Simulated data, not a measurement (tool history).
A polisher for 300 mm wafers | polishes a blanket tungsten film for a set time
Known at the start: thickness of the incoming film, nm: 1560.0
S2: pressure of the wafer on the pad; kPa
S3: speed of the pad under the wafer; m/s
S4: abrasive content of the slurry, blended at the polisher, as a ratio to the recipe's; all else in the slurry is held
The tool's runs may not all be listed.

Run 1, day 0: flow of slurry (ml/min) 250, S2 17.2 kPa, S3 1.24 m/s, S4 1, polishing time (s) 97. Result: film removed (Å) 3766.4.
Run 2, day 0.292: flow of slurry (ml/min) 250, S2 17.2 kPa, S3 1.24 m/s, S4 1, polishing time (s) 97. Result: film removed (Å) 3647.8.
Run 3, day 0.346: flow of slurry (ml/min) 250, S2 19.3 kPa, S3 1.24 m/s, S4 1, polishing time (s) 97. Result: film removed (Å) 4205.2.
Run 4, day 0.588: flow of slurry (ml/min) 250, S2 19.3 kPa, S3 1.24 m/s, S4 1, polishing time (s) 97. Result: film removed (Å) 4073.1.
Run 5, day 0.792: flow of slurry (ml/min) 250, S2 19.3 kPa, S3 1.24 m/s, S4 1, polishing time (s) 97. Result: film removed (Å) 4206.6.
Run 6, day 0.908: flow of slurry (ml/min) 310, S2 19.3 kPa, S3 1.24 m/s, S4 1, polishing time (s) 97. Result: film removed (Å) 4268.6.
Run 7, day 1.033: flow of slurry (ml/min) 310, S2 21.4 kPa, S3 1.26 m/s, S4 1, polishing time (s) 97. Result: film removed (Å) 4676.5.

Forecast run 8:
Run 8, day 1.188: flow of slurry (ml/min) 310, S2 22.8 kPa, S3 1.3 m/s, S4 1, polishing time (s) 97. Result: film removed (Å) ?.

Run 8 gave film removed (Å) 5212.6.
